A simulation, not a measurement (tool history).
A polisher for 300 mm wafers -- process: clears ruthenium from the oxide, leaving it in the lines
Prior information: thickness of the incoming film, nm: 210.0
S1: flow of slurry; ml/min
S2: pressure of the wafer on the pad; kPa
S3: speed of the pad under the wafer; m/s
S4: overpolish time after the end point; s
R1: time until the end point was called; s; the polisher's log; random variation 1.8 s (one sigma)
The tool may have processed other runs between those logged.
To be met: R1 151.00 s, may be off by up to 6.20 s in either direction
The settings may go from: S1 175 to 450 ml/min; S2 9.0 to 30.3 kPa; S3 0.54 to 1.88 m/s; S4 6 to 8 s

Run 1, day 0.000: S1 290 ml/min, S2 19.3 kPa, S3 1.20 m/s, S4 8 s. Result: R1 112.23 s.
Run 2, day 0.171: S1 290 ml/min, S2 19.3 kPa, S3 1.20 m/s, S4 6 s. Result: R1 109.58 s.
Run 3, day 0.488: S1 325 ml/min, S2 19.3 kPa, S3 1.20 m/s, S4 6 s. Result: R1 108.44 s.
Run 4, day 0.529: S1 325 ml/min, S2 17.9 kPa, S3 1.20 m/s, S4 6 s. Result: R1 115.51 s.
Run 5, day 0.642: S1 320 ml/min, S2 16.5 kPa, S3 1.20 m/s, S4 6 s. Result: R1 124.63 s.
Run 6, day 0.808: S1 320 ml/min, S2 15.9 kPa, S3 1.20 m/s, S4 6 s. Result: R1 128.60 s.
Run 7, day 0.971: S1 320 ml/min, S2 15.2 kPa, S3 1.20 m/s, S4 6 s. Result: R1 134.03 s.
Run 8, day 1.000: S1 315 ml/min, S2 14.5 kPa, S3 1.20 m/s, S4 6 s. Result: R1 137.78 s.
Run 9, day 1.288: S1 315 ml/min, S2 13.8 kPa, S3 1.20 m/s, S4 6 s. Result: R1 143.59 s.

Below are 5 possible settings for the next run. Only one of them brings all results inside the allowed miss of their targets. Which is it?
Run A, day 1.575: S1 295 ml/min, S2 13.1 kPa, S3 1.34 m/s, S4 6 s. Result: R1 ?.
Run B, day 1.575: S1 295 ml/min, S2 14.5 kPa, S3 1.26 m/s, S4 6 s. Result: R1 ?.
Run C, day 1.575: S1 295 ml/min, S2 15.2 kPa, S3 1.16 m/s, S4 8 s. Result: R1 ?.
Run D, day 1.575: S1 335 ml/min, S2 15.9 kPa, S3 1.16 m/s, S4 6 s. Result: R1 ?.
Run E, day 1.575: S1 260 ml/min, S2 15.2 kPa, S3 1.06 m/s, S4 6 s. Result: R1 ?.

move      R1
   A  135.48
   B  132.54
   C  138.18
   D  131.60
   E  152.84
A: moves away from the targets compared with the last run
B: moves away from the targets compared with the last run
C: moves away from the targets compared with the last run
D: moves away from the targets compared with the last run
E: hits every target within its allowed miss
So the answer is move E, the one that meets all the targets.
